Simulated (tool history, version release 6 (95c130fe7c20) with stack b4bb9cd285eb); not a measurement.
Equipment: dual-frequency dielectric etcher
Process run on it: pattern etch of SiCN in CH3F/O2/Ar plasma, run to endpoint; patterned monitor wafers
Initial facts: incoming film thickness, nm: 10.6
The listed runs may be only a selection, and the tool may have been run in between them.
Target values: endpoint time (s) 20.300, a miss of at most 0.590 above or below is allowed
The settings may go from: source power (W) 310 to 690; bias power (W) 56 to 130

run,hour,source power (W),bias power (W),endpoint time (s)
1,0.0,500,93,23.695
2,3.3,540,97,22.334
3,9.7,540,84,23.994
4,14.6,540,96,22.883
5,21.4,570,100,21.840
6,24.7,530,100,22.541
7,26.9,560,102,21.634
# hour 35.6: bias power generator calibrated
8,35.6,580,103,21.696
9,40.4,600,106,21.110

Which single option among these 4 for the next run brings every result within its allowed miss of target? Just one does.
A,45.2,620,109,?
B,45.2,590,107,?
C,45.2,570,111,?
D,45.2,560,96,?

move,endpoint time (s)
A,20.490
B,21.186
C,21.299
D,22.684
A: each result inside its tolerance
B: moves away from the targets compared with the last run
C: moves away from the targets compared with the last run
D: moves away from the targets compared with the last run
So the answer is move A, the one that meets all the targets.

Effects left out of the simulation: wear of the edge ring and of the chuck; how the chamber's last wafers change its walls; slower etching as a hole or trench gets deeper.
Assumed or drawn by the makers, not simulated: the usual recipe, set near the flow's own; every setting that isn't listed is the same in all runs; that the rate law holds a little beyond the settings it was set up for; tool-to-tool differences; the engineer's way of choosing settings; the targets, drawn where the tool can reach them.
